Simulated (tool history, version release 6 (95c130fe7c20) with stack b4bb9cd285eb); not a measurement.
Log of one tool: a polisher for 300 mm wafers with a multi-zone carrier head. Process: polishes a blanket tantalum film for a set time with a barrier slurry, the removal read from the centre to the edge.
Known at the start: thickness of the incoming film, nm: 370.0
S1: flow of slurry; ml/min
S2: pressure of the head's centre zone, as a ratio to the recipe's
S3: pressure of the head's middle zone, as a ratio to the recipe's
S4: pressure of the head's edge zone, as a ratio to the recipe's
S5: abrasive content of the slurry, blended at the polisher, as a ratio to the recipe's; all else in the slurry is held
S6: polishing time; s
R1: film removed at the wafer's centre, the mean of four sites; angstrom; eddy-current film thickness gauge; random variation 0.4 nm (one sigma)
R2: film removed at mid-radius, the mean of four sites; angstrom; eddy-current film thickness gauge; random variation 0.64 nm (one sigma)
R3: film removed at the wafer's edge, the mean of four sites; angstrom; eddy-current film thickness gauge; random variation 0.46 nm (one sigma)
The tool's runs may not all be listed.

| run | hour | S1 | S2 | S3 | S4 | S5 | S6 | R1 | R2 | R3 |
|---|---|---|---|---|---|---|---|---|---|---|
| 1 | 0.0 | 205 | 1.00 | 1.00 | 1.00 | 1.00 | 65 | 770.34 | 809.30 | 792.89 |
| 2 | 3.2 | 200 | 0.97 | 0.99 | 0.97 | 0.85 | 58 | 650.10 | 684.33 | 670.65 |
| 3 | 4.1 | 200 | 0.97 | 0.99 | 0.97 | 1.05 | 58 | 676.41 | 703.47 | 709.66 |
| 4 | 12.2 | 195 | 0.94 | 0.99 | 0.95 | 0.90 | 53 | 587.96 | 613.06 | 626.49 |
| 5 | 19.5 | 195 | 0.94 | 0.99 | 0.95 | 0.90 | 47 | 520.42 | 552.91 | 539.13 |
|  | 27.2 | edge zone pressure recalibrated |
| 6 | 27.2 | 235 | 0.94 | 0.99 | 0.95 | 0.90 | 47 | 530.06 | 567.32 | 546.30 |
| 7 | 34.7 | 235 | 0.94 | 0.99 | 0.95 | 0.90 | 47 | 525.58 | 571.03 | 546.06 |
| 8 | 35.5 | 235 | 0.94 | 0.99 | 0.95 | 0.90 | 47 | 540.90 | 564.23 | 548.82 |

Forecast run 9:
| 9 | 39.3 | 235 | 0.91 | 1.00 | 0.94 | 0.80 | 45 | ? | ? | ? |

{"run 9": {"R1": 486.6, "R2": 541.09, "R3": 502.19}}

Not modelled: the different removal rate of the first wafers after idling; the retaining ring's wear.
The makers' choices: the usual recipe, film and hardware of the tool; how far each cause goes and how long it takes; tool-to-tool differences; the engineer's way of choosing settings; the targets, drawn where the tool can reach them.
